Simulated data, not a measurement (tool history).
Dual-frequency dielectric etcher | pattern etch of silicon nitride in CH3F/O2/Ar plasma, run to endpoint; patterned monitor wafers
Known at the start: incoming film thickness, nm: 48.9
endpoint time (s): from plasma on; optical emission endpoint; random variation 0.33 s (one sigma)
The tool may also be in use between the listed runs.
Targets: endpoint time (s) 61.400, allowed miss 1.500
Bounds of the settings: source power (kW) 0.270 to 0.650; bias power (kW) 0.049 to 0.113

run 1 day=0.000 | source_power_(kW)=0.460 bias_power_(kW)=0.081 | endpoint_time_(s)=72.291
run 2 day=0.138 | source_power_(kW)=0.490 bias_power_(kW)=0.083 | endpoint_time_(s)=69.494
run 3 day=0.175 | source_power_(kW)=0.490 bias_power_(kW)=0.089 | endpoint_time_(s)=68.948
run 4 day=0.504 | source_power_(kW)=0.550 bias_power_(kW)=0.089 | endpoint_time_(s)=65.680
run 5 day=0.717 | source_power_(kW)=0.560 bias_power_(kW)=0.090 | endpoint_time_(s)=64.249
run 6 day=1.067 | source_power_(kW)=0.570 bias_power_(kW)=0.090 | endpoint_time_(s)=63.992
run 7 day=1.304 | source_power_(kW)=0.580 bias_power_(kW)=0.090 | endpoint_time_(s)=63.245
run 8 day=1.617 | source_power_(kW)=0.590 bias_power_(kW)=0.090 | endpoint_time_(s)=63.246

4 next moves are on the table. One of them brings every result within its allowed miss. Which?
run A day=1.929 | source_power_(kW)=0.530 bias_power_(kW)=0.099 | endpoint_time_(s)=?
run B day=1.929 | source_power_(kW)=0.520 bias_power_(kW)=0.088 | endpoint_time_(s)=?
run C day=1.929 | source_power_(kW)=0.560 bias_power_(kW)=0.086 | endpoint_time_(s)=?
run D day=1.929 | source_power_(kW)=0.590 bias_power_(kW)=0.104 | endpoint_time_(s)=?

move=A endpoint_time_(s)=65.482
move=B endpoint_time_(s)=67.493
move=C endpoint_time_(s)=65.648
move=D endpoint_time_(s)=61.962
A: further off than the last run
B: further off than the last run
C: further off than the last run
D: meets every target
The right move is D.
